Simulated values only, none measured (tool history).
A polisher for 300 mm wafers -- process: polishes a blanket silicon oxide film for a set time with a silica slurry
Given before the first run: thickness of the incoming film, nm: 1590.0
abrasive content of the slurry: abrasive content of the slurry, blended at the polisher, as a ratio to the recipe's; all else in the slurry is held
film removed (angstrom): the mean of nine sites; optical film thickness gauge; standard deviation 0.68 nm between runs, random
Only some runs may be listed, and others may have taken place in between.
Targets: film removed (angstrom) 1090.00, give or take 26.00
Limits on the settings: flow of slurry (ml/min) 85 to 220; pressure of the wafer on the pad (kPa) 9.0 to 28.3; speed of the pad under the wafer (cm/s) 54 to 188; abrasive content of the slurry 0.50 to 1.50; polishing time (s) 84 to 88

run  hour  flow of slurry (ml/min)  pressure of the wafer on the pad (kPa)  speed of the pad under the wafer (cm/s)  abrasive content of the slurry  polishing time (s)  film removed (angstrom)
  1   0.0                      140                                    18.6                                      120                            1.00                  84                  1769.10
  2   8.0                      140                                    18.6                                      120                            0.80                  84                  1540.90
  3  11.0                      130                                    17.2                                      120                            0.80                  84                  1418.60
  4  17.5                      130                                    17.2                                      120                            0.90                  84                  1522.30
  5  18.1                      130                                    13.1                                      120                            0.90                  84                  1177.50
  6  23.3                      130                                    13.1                                      136                            0.90                  84                  1279.30
  7  28.2                      125                                    12.4                                      136                            0.90                  84                  1199.90
  8  34.7                      115                                    12.4                                      136                            0.90                  84                  1181.80
  9  39.5                      110                                    12.4                                      136                            0.90                  84                  1158.70
 10  44.8                      105                                    12.4                                      136                            0.90                  84                  1164.50
 11  48.1                       95                                    11.0                                      136                            0.90                  84                   991.05
 12  55.7                      100                                    11.0                                      136                            0.90                  84                  1005.60
 13  60.0                      105                                    11.0                                      136                            0.90                  84                  1030.10
 14  62.0                      110                                    11.0                                      136                            0.90                  84                  1029.00
 15  64.6                      115                                    11.0                                      136                            0.90                  84                  1054.40

Pick the move, out of 5, that brings all results within their allowed miss; only one does.
  A  67.2                      120                                    11.7                                      106                            1.00                  84                        ?
  B  67.2                      170                                    10.3                                      132                            0.80                  88                        ?
  C  67.2                      110                                    11.0                                      130                            0.85                  88                        ?
  D  67.2                      105                                    10.3                                      154                            0.80                  88                        ?
  E  67.2                      130                                    11.7                                      124                            0.85                  88                        ?

move  film removed (angstrom)
   A                  1023.00
   B                  1030.90
   C                  1030.50
   D                  1034.50
   E                  1100.50
A: further off than the last run
B: further off than the last run
C: further off than the last run
D: further off than the last run
E: every result lands within tolerance
E meets every target.
